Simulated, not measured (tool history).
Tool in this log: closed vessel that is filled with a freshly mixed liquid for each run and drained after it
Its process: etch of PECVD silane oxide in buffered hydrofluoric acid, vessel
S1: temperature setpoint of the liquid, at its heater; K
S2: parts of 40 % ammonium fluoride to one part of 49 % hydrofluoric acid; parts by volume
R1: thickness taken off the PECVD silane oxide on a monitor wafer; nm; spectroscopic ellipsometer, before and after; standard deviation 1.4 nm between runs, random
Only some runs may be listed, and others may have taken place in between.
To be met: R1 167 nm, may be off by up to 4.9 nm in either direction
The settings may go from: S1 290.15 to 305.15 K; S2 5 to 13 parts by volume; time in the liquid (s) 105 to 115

Run 1, day 0: S1 297.15 K, S2 8 parts by volume, time in the liquid (s) 105. Result: R1 266.59 nm.
Run 2, day 0.196: S1 297.15 K, S2 9 parts by volume, time in the liquid (s) 105. Result: R1 245.19 nm.
Run 3, day 0.429: S1 295.65 K, S2 9 parts by volume, time in the liquid (s) 105. Result: R1 226.67 nm.
Run 4, day 0.467: S1 299.15 K, S2 9 parts by volume, time in the liquid (s) 105. Result: R1 274.44 nm.
Run 5, day 0.796: S1 300.65 K, S2 9 parts by volume, time in the liquid (s) 105. Result: R1 299.41 nm.
Run 6, day 0.892: S1 300.65 K, S2 9 parts by volume, time in the liquid (s) 115. Result: R1 324.48 nm.
Run 7, day 1.017: S1 296.65 K, S2 10 parts by volume, time in the liquid (s) 115. Result: R1 237.35 nm.
Run 8, day 1.267: S1 296.65 K, S2 10 parts by volume, time in the liquid (s) 115. Result: R1 234.95 nm.
Run 9, day 1.521: S1 295.15 K, S2 10 parts by volume, time in the liquid (s) 115. Result: R1 220.26 nm.
Run 10, day 1.704: S1 294.15 K, S2 10 parts by volume, time in the liquid (s) 115. Result: R1 206.19 nm.
Run 11, day 1.896: S1 293.15 K, S2 10 parts by volume, time in the liquid (s) 115. Result: R1 195.54 nm.
Run 12, day 2.142: S1 292.65 K, S2 10 parts by volume, time in the liquid (s) 115. Result: R1 193.2 nm.
Run 13, day 2.258: S1 292.15 K, S2 10 parts by volume, time in the liquid (s) 115. Result: R1 182.72 nm.
Run 14, day 2.433: S1 291.65 K, S2 10 parts by volume, time in the liquid (s) 115. Result: R1 183.78 nm.
Run 15, day 2.55: S1 291.15 K, S2 10 parts by volume, time in the liquid (s) 115. Result: R1 174.88 nm.
At day 2.904: hydrofluoric acid flow meter replaced.
Run 16, day 2.904: S1 290.65 K, S2 10 parts by volume, time in the liquid (s) 115. Result: R1 183.89 nm.
Run 17, day 2.958: S1 290.15 K, S2 10.5 parts by volume, time in the liquid (s) 115. Result: R1 171.24 nm.

Pick the move, out of 4, that brings all results within their allowed miss; only one does.
Run A, day 3.012: S1 291.15 K, S2 10.5 parts by volume, time in the liquid (s) 105. Result: R1 ?.
Run B, day 3.012: S1 290.65 K, S2 10 parts by volume, time in the liquid (s) 110. Result: R1 ?.
Run C, day 3.012: S1 290.65 K, S2 10.5 parts by volume, time in the liquid (s) 115. Result: R1 ?.
Run D, day 3.012: S1 291.15 K, S2 10 parts by volume, time in the liquid (s) 110. Result: R1 ?.

move      R1
   A   166.6
   B   177.9
   C  177.35
   D  183.03
A: all results land within tolerance of their targets
B: lands further from the targets than the last run did
C: lands further from the targets than the last run did
D: lands further from the targets than the last run did
A meets every target.

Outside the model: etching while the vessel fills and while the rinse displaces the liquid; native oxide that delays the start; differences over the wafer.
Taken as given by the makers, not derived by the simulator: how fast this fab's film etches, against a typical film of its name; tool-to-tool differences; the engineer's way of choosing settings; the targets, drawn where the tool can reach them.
